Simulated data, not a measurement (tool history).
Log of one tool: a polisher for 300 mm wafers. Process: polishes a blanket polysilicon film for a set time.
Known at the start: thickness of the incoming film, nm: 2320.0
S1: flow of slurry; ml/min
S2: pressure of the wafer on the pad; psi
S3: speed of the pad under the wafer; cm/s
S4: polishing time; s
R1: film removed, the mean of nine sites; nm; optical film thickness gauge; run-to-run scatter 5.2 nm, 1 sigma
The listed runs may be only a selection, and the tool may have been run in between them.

run	hour	S1	S2	S3	S4	R1
1	0	150	2.4	100	85	737.39
2	4.9	150	2.4	114	85	826.19
3	6.5	150	2.7	114	85	934.91
4	12.8	150	2.4	112	85	809.79
5	20	150	2.4	112	85	806.68
6	22.3	150	2.4	112	89	845.36

Run 7 comes next. What will it give?
7	28.2	150	2.1	112	89	?

{"run 7": {"R1": 750.88}}
